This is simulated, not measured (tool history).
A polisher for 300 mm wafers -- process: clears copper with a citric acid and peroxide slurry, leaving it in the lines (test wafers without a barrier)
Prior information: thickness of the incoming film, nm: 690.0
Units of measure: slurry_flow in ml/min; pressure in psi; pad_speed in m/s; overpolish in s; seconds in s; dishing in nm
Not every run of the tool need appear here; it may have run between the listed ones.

run,day,slurry_flow,pressure,pad_speed,slurry_solids,overpolish,seconds,dishing
1,0,165,4.2,1.4,1,16,161.77,36.806
2,0.312,165,3.9,1.4,1,14,166.25,31.959
3,0.525,165,3.6,1.4,1,13,181.54,29.217
4,0.883,165,3.6,1.4,1,10,171.65,23.218
5,0.95,150,3.6,1.4,1,10,178.43,24.125
6,1.25,150,3.6,1.64,1,10,150.74,26.001

Forecast run 7:
7,1.546,150,3.3,1.62,1,10,?,?

{"run 7": {"seconds": 167.78, "dishing": 24.608}}

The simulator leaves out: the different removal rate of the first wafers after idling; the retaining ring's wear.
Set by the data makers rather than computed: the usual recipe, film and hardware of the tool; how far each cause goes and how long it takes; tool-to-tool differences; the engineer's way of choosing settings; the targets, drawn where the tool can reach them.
